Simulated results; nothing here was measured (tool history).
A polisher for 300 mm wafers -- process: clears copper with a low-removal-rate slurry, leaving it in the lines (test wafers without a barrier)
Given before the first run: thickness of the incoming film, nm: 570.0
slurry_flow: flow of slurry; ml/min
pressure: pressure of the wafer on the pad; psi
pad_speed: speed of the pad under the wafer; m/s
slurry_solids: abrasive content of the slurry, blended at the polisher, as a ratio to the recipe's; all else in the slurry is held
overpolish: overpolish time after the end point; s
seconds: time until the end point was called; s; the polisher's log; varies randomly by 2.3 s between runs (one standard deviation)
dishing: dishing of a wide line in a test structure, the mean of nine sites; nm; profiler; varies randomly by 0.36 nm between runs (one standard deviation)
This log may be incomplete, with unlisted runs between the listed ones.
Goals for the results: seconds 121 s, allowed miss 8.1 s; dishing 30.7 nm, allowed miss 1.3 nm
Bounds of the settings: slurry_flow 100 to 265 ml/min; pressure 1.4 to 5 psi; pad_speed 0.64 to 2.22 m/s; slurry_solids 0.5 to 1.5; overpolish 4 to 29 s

run,hour,slurry_flow,pressure,pad_speed,slurry_solids,overpolish,seconds,dishing
1,0,170,3.2,1.42,1,15,109.17,46.487
2,6,175,3.1,1.42,1,13,112.58,40.929
3,14.5,175,3.5,1.42,1,13,100.35,43.573
4,19,175,3.4,1.4,1,12,105.09,40.479
5,23.9,175,3.4,1.4,1.15,12,97.488,40.768
6,25.1,175,2.7,1.4,1.15,12,123.02,35.118
7,29.7,175,2.7,1.4,1.15,12,129.08,35.056
8,32.4,180,2.7,1.4,1.2,11,121.85,32.835

5 candidate next runs follow, results not yet known. Just one meets every target within its allowed miss. Identify it.
A,35.1,200,3.5,1.06,1.3,10,?,?
B,35.1,260,3.6,1.2,1.15,10,?,?
C,35.1,165,2.8,1.56,1.2,10,?,?
D,35.1,185,2.3,1.92,1.15,10,?,?
E,35.1,200,2.4,1.76,1.3,10,?,?

move,seconds,dishing
A,122.02,31.011
B,105.3,35.093
C,107.66,34.099
D,103.44,34.884
E,104.2,34.756
A: meets every target
B: misses by more than the last run did
C: misses by more than the last run did
D: misses by more than the last run did
E: misses by more than the last run did
The move that meets every target is A.
